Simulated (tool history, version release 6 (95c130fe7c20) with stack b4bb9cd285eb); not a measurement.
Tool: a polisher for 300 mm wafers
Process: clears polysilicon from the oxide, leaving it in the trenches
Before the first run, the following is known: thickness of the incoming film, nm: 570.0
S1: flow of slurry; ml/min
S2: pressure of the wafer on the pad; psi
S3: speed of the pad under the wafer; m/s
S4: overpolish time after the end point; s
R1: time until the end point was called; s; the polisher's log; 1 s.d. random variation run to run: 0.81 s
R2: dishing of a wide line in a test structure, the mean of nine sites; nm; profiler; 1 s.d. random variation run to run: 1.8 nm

| run | hour | S1 | S2 | S3 | S4 | R1 | R2 |
|---|---|---|---|---|---|---|---|
| 1 | 0.0 | 250 | 1.7 | 0.90 | 28 | 91.835 | 85.581 |
| 2 | 4.7 | 250 | 1.9 | 0.90 | 25 | 78.856 | 84.875 |
| 3 | 11.1 | 250 | 1.9 | 0.82 | 25 | 86.997 | 84.897 |
| 4 | 14.4 | 250 | 2.0 | 0.82 | 23 | 82.325 | 83.664 |
| 5 | 20.9 | 250 | 2.1 | 0.82 | 22 | 79.314 | 82.525 |
| 6 | 27.1 | 250 | 2.1 | 0.82 | 16 | 80.042 | 70.745 |
| 7 | 35.7 | 250 | 2.2 | 0.82 | 17 | 75.033 | 78.290 |
| 8 | 38.4 | 250 | 2.3 | 0.82 | 17 | 72.245 | 78.671 |

For run 9, what comes out?
| 9 | 46.0 | 250 | 2.4 | 0.82 | 17 | ? | ? |

{"run 9": {"R1": 70.36, "R2": 79.048}}
